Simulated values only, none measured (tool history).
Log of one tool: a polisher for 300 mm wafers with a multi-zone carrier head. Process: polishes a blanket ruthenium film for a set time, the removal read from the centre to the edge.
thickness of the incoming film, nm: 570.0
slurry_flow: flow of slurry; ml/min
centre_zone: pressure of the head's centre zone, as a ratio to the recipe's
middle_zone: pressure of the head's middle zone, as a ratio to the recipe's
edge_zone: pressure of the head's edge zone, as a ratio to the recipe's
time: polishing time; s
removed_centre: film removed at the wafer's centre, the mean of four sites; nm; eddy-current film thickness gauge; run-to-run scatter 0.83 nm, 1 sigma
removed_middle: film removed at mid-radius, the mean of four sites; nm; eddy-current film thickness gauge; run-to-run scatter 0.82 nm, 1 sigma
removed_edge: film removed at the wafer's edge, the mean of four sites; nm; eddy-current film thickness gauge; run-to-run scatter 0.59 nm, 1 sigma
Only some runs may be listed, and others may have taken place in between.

run	day	slurry_flow	centre_zone	middle_zone	edge_zone	time	removed_centre	removed_middle	removed_edge
1	0	130	1	1	1	65	59.908	58.151	59.05
2	0.321	130	1	1	1	79	71.377	71.052	72.308
3	0.396	130	1	0.93	1	79	72.468	68.863	72.071
4	0.529	135	0.98	0.92	1.02	80	71.041	68.587	73.898
5	0.883	135	0.98	0.86	1.02	80	71.535	64.295	74.076
6	1.192	150	0.98	0.86	1.02	80	73.673	65.989	75.31
7	1.25	150	0.98	0.86	1.02	80	73.653	66.259	75.506
8	1.342	155	0.97	0.86	1.04	81	74.588	66.953	77.312

Predict the results of run 9:
9	1.567	170	0.87	0.91	1.14	89	?	?	?

Run 9 produced removed_centre 73.776 nm, removed_middle 79.052 nm, removed_edge 90.09 nm.
